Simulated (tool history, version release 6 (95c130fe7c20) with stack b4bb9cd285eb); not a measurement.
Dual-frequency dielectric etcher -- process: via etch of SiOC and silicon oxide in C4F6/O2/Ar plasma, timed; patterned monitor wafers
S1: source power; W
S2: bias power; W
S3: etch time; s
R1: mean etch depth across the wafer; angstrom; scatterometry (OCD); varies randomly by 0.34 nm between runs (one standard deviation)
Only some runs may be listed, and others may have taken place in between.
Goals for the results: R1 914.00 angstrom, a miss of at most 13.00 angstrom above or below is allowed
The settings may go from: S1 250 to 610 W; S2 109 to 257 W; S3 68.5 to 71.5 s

{"run": 1, "hour": 0.0, "S1": 430, "S2": 183, "S3": 68.5, "R1": 750.49}
{"run": 2, "hour": 5.0, "S1": 450, "S2": 187, "S3": 68.5, "R1": 768.87}
{"run": 3, "hour": 11.9, "S1": 450, "S2": 162, "S3": 68.5, "R1": 739.68}
{"run": 4, "hour": 13.6, "S1": 470, "S2": 168, "S3": 68.5, "R1": 760.47}
{"run": 5, "hour": 15.8, "S1": 490, "S2": 173, "S3": 68.5, "R1": 784.45}
{"run": 6, "hour": 23.6, "S1": 510, "S2": 176, "S3": 68.5, "R1": 798.66}
{"run": 7, "hour": 27.6, "S1": 520, "S2": 180, "S3": 68.5, "R1": 819.33}
{"run": 8, "hour": 30.0, "S1": 530, "S2": 182, "S3": 68.5, "R1": 824.84}
{"run": 9, "hour": 34.5, "S1": 540, "S2": 184, "S3": 68.5, "R1": 831.95}
{"run": 10, "hour": 39.8, "S1": 550, "S2": 187, "S3": 68.5, "R1": 846.78}

Which one of the following 5 next-run settings gets every result inside its allowed miss? There is exactly one.
{"run": "A", "hour": 45.1, "S1": 560, "S2": 210, "S3": 69.0, "R1": "?"}
{"run": "B", "hour": 45.1, "S1": 570, "S2": 209, "S3": 68.5, "R1": "?"}
{"run": "C", "hour": 45.1, "S1": 610, "S2": 204, "S3": 68.5, "R1": "?"}
{"run": "D", "hour": 45.1, "S1": 550, "S2": 187, "S3": 71.5, "R1": "?"}
{"run": "E", "hour": 45.1, "S1": 580, "S2": 179, "S3": 71.0, "R1": "?"}

move=A R1=892.78
move=B R1=891.70
move=C R1=910.81
move=D R1=882.93
move=E R1=884.52
A: gains on the last run, yet a result remains outside its allowed miss
B: gains on the last run, yet a result remains outside its allowed miss
C: in spec on every target
D: gains on the last run, yet a result remains outside its allowed miss
E: gains on the last run, yet a result remains outside its allowed miss
C is the move that brings every result within its allowed miss.

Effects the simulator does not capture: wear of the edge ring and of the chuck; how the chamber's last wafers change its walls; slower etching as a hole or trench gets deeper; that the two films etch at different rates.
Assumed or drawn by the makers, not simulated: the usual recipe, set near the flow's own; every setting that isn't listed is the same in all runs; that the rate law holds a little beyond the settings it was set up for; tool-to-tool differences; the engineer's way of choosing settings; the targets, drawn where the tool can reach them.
